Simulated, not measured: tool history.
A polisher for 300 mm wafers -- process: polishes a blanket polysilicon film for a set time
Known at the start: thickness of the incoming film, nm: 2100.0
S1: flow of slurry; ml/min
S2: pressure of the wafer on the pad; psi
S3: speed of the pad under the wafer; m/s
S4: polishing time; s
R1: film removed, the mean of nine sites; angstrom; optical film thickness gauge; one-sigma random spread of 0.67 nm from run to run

run  hour   S1   S2    S3  S4       R1
  1   0.0  150  2.0  1.18  43  2905.40
  2   3.4  140  1.7  1.02  43  2155.70
  3   9.6  160  1.7  1.02  43  2181.30
  4  13.0  160  1.7  1.02  43  2184.40
  5  20.7  160  1.7  1.02  45  2285.70
  6  29.2  160  1.7  1.16  45  2590.70
  7  36.1  160  1.5  0.98  45  1953.50
  8  41.8  120  0.9  0.64  45   766.80
  9  45.8  160  0.9  0.64  45   799.22
 10  53.7  170  1.0  0.64  45   887.82
 11  61.0  180  1.0  0.64  45   889.68
 12  69.4  185  1.0  0.64  45   896.10
 13  78.2  190  1.0  0.64  45   895.50
 14  86.0  195  1.0  0.64  45   913.54
 15  86.5  200  1.0  0.64  45   902.65

Predict the results of run 16:
 16  92.3  205  1.1  0.64  45   ?

R1: 981.98 angstrom

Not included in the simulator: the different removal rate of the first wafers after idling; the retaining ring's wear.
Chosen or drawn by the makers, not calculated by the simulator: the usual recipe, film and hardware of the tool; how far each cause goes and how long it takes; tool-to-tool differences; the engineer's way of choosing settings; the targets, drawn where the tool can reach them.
